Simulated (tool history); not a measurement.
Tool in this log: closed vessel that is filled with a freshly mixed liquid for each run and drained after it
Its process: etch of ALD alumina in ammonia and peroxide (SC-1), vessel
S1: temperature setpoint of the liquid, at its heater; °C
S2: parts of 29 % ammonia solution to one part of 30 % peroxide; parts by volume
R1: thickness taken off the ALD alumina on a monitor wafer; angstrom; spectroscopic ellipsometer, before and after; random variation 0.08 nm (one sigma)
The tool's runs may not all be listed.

run 1 hour=0 | S1=59 S2=0.55 time_in_the_liquid_(s)=125 | R1=128.97
run 2 hour=0.8 | S1=59 S2=0.65 time_in_the_liquid_(s)=125 | R1=132.53
run 3 hour=7.9 | S1=61 S2=0.65 time_in_the_liquid_(s)=125 | R1=145.17
run 4 hour=9.5 | S1=63 S2=0.65 time_in_the_liquid_(s)=125 | R1=161.48
run 5 hour=11.8 | S1=64 S2=0.65 time_in_the_liquid_(s)=125 | R1=171.57
run 6 hour=13.4 | S1=64 S2=0.65 time_in_the_liquid_(s)=125 | R1=169.88
run 7 hour=16.1 | S1=65 S2=0.65 time_in_the_liquid_(s)=125 | R1=178.7

Expected results for the next run?
run 8 hour=23.1 | S1=65 S2=0.65 time_in_the_liquid_(s)=125 | R1=?

R1: 180.03 angstrom

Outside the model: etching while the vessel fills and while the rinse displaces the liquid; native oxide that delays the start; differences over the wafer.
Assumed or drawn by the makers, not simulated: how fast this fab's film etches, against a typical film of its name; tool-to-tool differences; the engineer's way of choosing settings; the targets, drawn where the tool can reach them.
